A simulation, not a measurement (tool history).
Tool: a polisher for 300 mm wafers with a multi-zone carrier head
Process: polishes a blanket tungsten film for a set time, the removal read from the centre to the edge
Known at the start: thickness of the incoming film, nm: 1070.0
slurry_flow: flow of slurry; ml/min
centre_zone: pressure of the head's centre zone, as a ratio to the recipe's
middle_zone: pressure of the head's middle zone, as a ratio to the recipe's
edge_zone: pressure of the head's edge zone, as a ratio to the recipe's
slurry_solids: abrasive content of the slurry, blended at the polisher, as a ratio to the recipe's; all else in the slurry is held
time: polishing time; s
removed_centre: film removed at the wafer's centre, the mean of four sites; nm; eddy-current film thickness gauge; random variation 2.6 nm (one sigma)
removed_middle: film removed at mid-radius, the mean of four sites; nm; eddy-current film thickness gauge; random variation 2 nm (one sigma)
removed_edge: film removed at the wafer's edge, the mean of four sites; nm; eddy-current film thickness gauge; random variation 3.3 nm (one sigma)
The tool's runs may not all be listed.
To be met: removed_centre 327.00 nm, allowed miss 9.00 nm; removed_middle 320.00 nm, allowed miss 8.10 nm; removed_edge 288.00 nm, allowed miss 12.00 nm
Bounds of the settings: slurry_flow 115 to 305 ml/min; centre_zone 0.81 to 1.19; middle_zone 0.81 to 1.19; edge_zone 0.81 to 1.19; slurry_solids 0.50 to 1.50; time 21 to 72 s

run 1 hour=0.0 | slurry_flow=195 centre_zone=1.00 middle_zone=1.00 edge_zone=1.00 slurry_solids=1.00 time=46 | removed_centre=410.07 removed_middle=414.16 removed_edge=406.71
run 2 hour=6.3 | slurry_flow=195 centre_zone=1.00 middle_zone=1.00 edge_zone=1.00 slurry_solids=1.00 time=37 | removed_centre=326.11 removed_middle=333.75 removed_edge=327.34
run 3 hour=9.5 | slurry_flow=190 centre_zone=1.01 middle_zone=1.00 edge_zone=0.96 slurry_solids=0.95 time=37 | removed_centre=334.53 removed_middle=327.06 removed_edge=311.29
run 4 hour=10.2 | slurry_flow=190 centre_zone=1.01 middle_zone=0.95 edge_zone=0.96 slurry_solids=0.95 time=37 | removed_centre=324.96 removed_middle=311.25 removed_edge=310.87
run 5 hour=12.6 | slurry_flow=190 centre_zone=1.01 middle_zone=0.95 edge_zone=0.96 slurry_solids=0.95 time=30 | removed_centre=267.06 removed_middle=253.26 removed_edge=255.01
run 6 hour=17.9 | slurry_flow=150 centre_zone=1.01 middle_zone=0.95 edge_zone=0.96 slurry_solids=0.95 time=30 | removed_centre=252.11 removed_middle=242.28 removed_edge=246.03
run 7 hour=22.6 | slurry_flow=180 centre_zone=1.01 middle_zone=0.97 edge_zone=0.96 slurry_solids=0.95 time=30 | removed_centre=258.30 removed_middle=257.82 removed_edge=254.66
run 8 hour=27.2 | slurry_flow=205 centre_zone=1.03 middle_zone=0.99 edge_zone=0.96 slurry_solids=0.95 time=30 | removed_centre=276.08 removed_middle=265.81 removed_edge=260.77
run 9 hour=32.8 | slurry_flow=225 centre_zone=1.04 middle_zone=1.01 edge_zone=0.96 slurry_solids=0.95 time=30 | removed_centre=278.80 removed_middle=272.31 removed_edge=259.19

4 next moves are on the table. One of them brings every result within its allowed miss. Which?
run A hour=38.4 | slurry_flow=230 centre_zone=0.82 middle_zone=0.88 edge_zone=1.08 slurry_solids=1.00 time=29 | removed_centre=? removed_middle=? removed_edge=?
run B hour=38.4 | slurry_flow=170 centre_zone=0.94 middle_zone=1.18 edge_zone=1.18 slurry_solids=0.95 time=30 | removed_centre=? removed_middle=? removed_edge=?
run C hour=38.4 | slurry_flow=195 centre_zone=0.92 middle_zone=1.09 edge_zone=1.00 slurry_solids=0.95 time=25 | removed_centre=? removed_middle=? removed_edge=?
run D hour=38.4 | slurry_flow=225 centre_zone=1.08 middle_zone=1.07 edge_zone=0.94 slurry_solids=1.00 time=33 | removed_centre=? removed_middle=? removed_edge=?

move=A removed_centre=217.11 removed_middle=242.09 removed_edge=272.41
move=B removed_centre=241.69 removed_middle=301.78 removed_edge=279.84
move=C removed_centre=202.41 removed_middle=240.79 removed_edge=218.73
move=D removed_centre=325.48 removed_middle=323.29 removed_edge=288.41
A: further off than the last run
B: further off than the last run
C: further off than the last run
D: meets every target
Move D is the one to make.
